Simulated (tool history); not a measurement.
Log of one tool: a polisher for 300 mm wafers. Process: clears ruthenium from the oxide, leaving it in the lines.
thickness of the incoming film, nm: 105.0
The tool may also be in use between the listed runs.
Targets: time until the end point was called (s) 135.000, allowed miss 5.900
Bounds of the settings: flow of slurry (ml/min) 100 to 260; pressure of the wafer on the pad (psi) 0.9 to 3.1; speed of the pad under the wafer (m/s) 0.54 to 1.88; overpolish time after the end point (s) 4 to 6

| run | hour | flow of slurry (ml/min) | pressure of the wafer on the pad (psi) | speed of the pad under the wafer (m/s) | overpolish time after the end point (s) | time until the end point was called (s) |
|---|---|---|---|---|---|---|
| 1 | 0.0 | 165 | 2.0 | 1.20 | 6 | 89.794 |
| 2 | 8.6 | 165 | 2.0 | 1.20 | 4 | 87.740 |
| 3 | 15.7 | 165 | 1.8 | 1.20 | 4 | 95.580 |
| 4 | 22.6 | 165 | 1.6 | 1.20 | 4 | 100.030 |
| 5 | 31.4 | 165 | 1.5 | 1.18 | 4 | 104.360 |
| 6 | 39.0 | 165 | 1.4 | 1.16 | 4 | 114.080 |
| 7 | 45.2 | 165 | 1.3 | 1.16 | 4 | 114.580 |
| 8 | 51.2 | 165 | 1.2 | 1.16 | 4 | 122.360 |
| 9 | 55.0 | 160 | 1.1 | 1.16 | 4 | 125.610 |

5 next moves are on the table. One of them brings every result within its allowed miss. Which?
| A | 58.8 | 200 | 1.1 | 1.30 | 6 | ? |
| B | 58.8 | 160 | 1.1 | 1.22 | 4 | ? |
| C | 58.8 | 185 | 1.4 | 1.18 | 4 | ? |
| D | 58.8 | 150 | 1.1 | 1.34 | 5 | ? |
| E | 58.8 | 190 | 1.2 | 1.00 | 4 | ? |

| move | time until the end point was called (s) |
|---|---|
| A | 112.980 |
| B | 123.310 |
| C | 109.300 |
| D | 115.560 |
| E | 134.600 |
A: further off than the last run
B: further off than the last run
C: further off than the last run
D: further off than the last run
E: meets every target
The right move is E.
